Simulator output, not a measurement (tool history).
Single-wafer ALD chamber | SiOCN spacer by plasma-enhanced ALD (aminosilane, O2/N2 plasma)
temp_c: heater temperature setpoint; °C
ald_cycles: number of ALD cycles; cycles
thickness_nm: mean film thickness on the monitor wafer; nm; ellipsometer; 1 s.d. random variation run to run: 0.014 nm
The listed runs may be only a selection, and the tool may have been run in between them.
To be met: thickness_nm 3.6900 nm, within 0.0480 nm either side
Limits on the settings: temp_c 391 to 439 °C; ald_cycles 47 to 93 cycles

run	hour	temp_c	ald_cycles	thickness_nm
1	0.0	415	70	3.8981
2	1.7	410	70	3.9781
3	3.8	413	70	3.9223
4	12.0	416	70	3.9015
5	15.8	419	70	3.8729
6	21.8	419	77	4.2622
7	29.0	419	77	4.2680
8	37.6	422	76	4.1723
9	42.0	424	75	4.0702
10	43.6	426	74	4.0091
11	48.8	428	73	3.9408
12	51.7	429	72	3.8699
13	57.3	430	72	3.8784
14	63.9	431	71	3.8029

Next run, 4 choices. One meets every target within its allowed miss, the rest don't. Which?
A	70.5	434	67	?
B	70.5	430	71	?
C	70.5	431	69	?
D	70.5	427	70	?

move	thickness_nm
A	3.5545
B	3.8106
C	3.6926
D	3.7895
A: moves the result that the last run missed by most past its target, out the other side
B: moves away from the targets compared with the last run
C: each result inside its tolerance
D: better than the last run, though not everything is in spec
C is the move that brings every result within its allowed miss.
